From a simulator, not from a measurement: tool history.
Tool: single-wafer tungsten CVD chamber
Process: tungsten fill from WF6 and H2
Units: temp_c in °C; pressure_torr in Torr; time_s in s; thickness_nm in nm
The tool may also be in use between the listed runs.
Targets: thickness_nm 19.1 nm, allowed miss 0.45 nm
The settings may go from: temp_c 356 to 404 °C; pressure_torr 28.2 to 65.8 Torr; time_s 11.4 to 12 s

run	hour	temp_c	pressure_torr	time_s	thickness_nm
1	0	380	47	12	26.732
2	5.9	375	46.8	12	24.146
3	8.7	375	52.6	12	25.526
4	12.6	375	52.6	12	25.486
5	14	375	45.1	12	23.706
6	20.1	375	50.6	12	25.15
7	25.9	371	50.4	12	22.855
8	31.8	369	50.3	12	22.148
9	32.6	360	49.8	12	18.051
10	38.7	361	49.8	12	18.42

Which of these 4 next moves meets every target?
A	44.8	362	42.4	12	?
B	44.8	362	50.6	12	?
C	44.8	360	51.1	11.5	?
D	44.8	360	48.5	12	?

move	thickness_nm
A	17.552
B	18.994
C	17.495
D	17.838
A: further off than the last run
B: meets every target
C: further off than the last run
D: further off than the last run
Answer: B
